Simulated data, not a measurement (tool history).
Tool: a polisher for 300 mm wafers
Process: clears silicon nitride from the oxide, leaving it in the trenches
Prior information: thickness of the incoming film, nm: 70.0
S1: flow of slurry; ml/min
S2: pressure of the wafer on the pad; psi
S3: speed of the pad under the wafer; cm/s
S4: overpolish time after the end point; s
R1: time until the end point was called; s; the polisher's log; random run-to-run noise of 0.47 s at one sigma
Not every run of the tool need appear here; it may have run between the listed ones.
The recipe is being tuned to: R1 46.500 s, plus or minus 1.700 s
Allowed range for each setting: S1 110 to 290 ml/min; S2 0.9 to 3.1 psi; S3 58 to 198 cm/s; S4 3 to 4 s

run	hour	S1	S2	S3	S4	R1
1	0.0	185	2.0	128	4	77.896
2	0.6	185	2.0	128	4	79.417
3	5.2	185	2.3	128	4	68.883
4	13.0	145	2.3	128	4	71.603
5	20.6	150	2.4	128	4	69.239
6	29.5	150	2.4	128	3	67.688
7	36.2	150	2.4	128	3	68.750
# hour 38.6: worn pad replaced by a new one
8	38.6	160	2.5	128	3	60.082

4 next moves are on the table. One of them brings every result within its allowed miss. Which?
A	41.0	160	2.8	148	3	?
B	41.0	220	3.0	142	3	?
C	41.0	180	2.7	168	3	?
D	41.0	175	2.9	154	3	?

move	R1
A	46.637
B	43.146
C	41.991
D	42.723
A: all results in spec
B: moves the result that the last run missed by most past its target, out the other side
C: moves the result that the last run missed by most past its target, out the other side
D: moves the result that the last run missed by most past its target, out the other side
A is the move that brings every result within its allowed miss.
